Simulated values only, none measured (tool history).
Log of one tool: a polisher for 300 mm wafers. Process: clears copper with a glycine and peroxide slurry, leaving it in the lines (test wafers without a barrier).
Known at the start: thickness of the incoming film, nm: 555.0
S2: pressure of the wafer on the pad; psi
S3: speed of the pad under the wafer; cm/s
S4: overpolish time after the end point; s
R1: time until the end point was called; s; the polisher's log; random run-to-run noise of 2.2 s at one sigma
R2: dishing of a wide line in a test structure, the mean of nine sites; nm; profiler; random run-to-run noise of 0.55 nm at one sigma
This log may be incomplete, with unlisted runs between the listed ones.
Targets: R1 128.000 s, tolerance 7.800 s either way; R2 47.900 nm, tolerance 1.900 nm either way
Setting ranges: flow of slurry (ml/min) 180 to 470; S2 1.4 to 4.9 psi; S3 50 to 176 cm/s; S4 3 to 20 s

{"run": 1, "hour": 0.0, "flow of slurry (ml/min)": 300, "S2": 3.1, "S3": 112, "S4": 10, "R1": 74.792, "R2": 49.86}
{"run": 2, "hour": 0.8, "flow of slurry (ml/min)": 300, "S2": 3.1, "S3": 124, "S4": 10, "R1": 69.127, "R2": 52.682}
{"run": 3, "hour": 7.0, "flow of slurry (ml/min)": 300, "S2": 2.8, "S3": 120, "S4": 11, "R1": 79.25, "R2": 52.339}
{"run": 4, "hour": 15.9, "flow of slurry (ml/min)": 300, "S2": 2.8, "S3": 120, "S4": 9, "R1": 78.324, "R2": 44.393}
{"run": 5, "hour": 16.6, "flow of slurry (ml/min)": 300, "S2": 2.8, "S3": 102, "S4": 9, "R1": 89.1, "R2": 39.561}
{"run": 6, "hour": 21.3, "flow of slurry (ml/min)": 300, "S2": 3.4, "S3": 102, "S4": 9, "R1": 77.955, "R2": 45.71}
{"run": 7, "hour": 23.9, "flow of slurry (ml/min)": 295, "S2": 2.5, "S3": 82, "S4": 14, "R1": 117.22, "R2": 46.164}
{"run": 8, "hour": 26.9, "flow of slurry (ml/min)": 295, "S2": 2.4, "S3": 82, "S4": 14, "R1": 119.31, "R2": 44.094}
{"run": 9, "hour": 33.6, "flow of slurry (ml/min)": 295, "S2": 2.3, "S3": 80, "S4": 15, "R1": 125.22, "R2": 44.539}

Consider the 4 candidate settings below. Which is the only one whose results all fall within their allowed miss of target?
{"run": "A", "hour": 40.3, "flow of slurry (ml/min)": 270, "S2": 2.4, "S3": 66, "S4": 18, "R1": "?", "R2": "?"}
{"run": "B", "hour": 40.3, "flow of slurry (ml/min)": 250, "S2": 2.5, "S3": 88, "S4": 12, "R1": "?", "R2": "?"}
{"run": "C", "hour": 40.3, "flow of slurry (ml/min)": 245, "S2": 2.0, "S3": 96, "S4": 16, "R1": "?", "R2": "?"}
{"run": "D", "hour": 40.3, "flow of slurry (ml/min)": 320, "S2": 2.3, "S3": 78, "S4": 18, "R1": "?", "R2": "?"}

move=A R1=148.670 R2=47.507
move=B R1=116.750 R2=41.171
move=C R1=130.030 R2=47.092
move=D R1=133.570 R2=51.439
A: the furthest-off result lands on target, but another misses its tolerance
B: the biggest miss grows against the last run
C: every result lands within tolerance
D: moves the result that the last run missed by most past its target, out the other side
C meets every target.

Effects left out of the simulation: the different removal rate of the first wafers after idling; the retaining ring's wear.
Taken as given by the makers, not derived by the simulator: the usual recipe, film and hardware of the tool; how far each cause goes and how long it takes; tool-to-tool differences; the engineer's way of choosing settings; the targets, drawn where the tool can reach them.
